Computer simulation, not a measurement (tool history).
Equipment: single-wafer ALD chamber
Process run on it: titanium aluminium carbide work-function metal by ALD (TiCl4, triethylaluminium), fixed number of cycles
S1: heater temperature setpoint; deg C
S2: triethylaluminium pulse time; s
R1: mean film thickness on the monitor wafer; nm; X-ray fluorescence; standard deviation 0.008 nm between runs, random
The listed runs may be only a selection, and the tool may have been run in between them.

| run | hour | S1 | S2 | R1 |
|---|---|---|---|---|
| 1 | 0.0 | 305 | 11.42 | 2.0544 |
| 2 | 9.0 | 305 | 13.65 | 2.0754 |
| 3 | 11.6 | 298 | 10.94 | 1.9612 |
| 4 | 12.5 | 293 | 10.50 | 1.9356 |
| 5 | 18.4 | 290 | 8.83 | 1.8602 |
| 6 | 26.7 | 288 | 8.47 | 1.8387 |
| 7 | 28.2 | 288 | 8.47 | 1.8459 |

What will run 8 give?
| 8 | 32.6 | 281 | 6.54 | ? |

{"run 8": {"R1": 1.6828}}
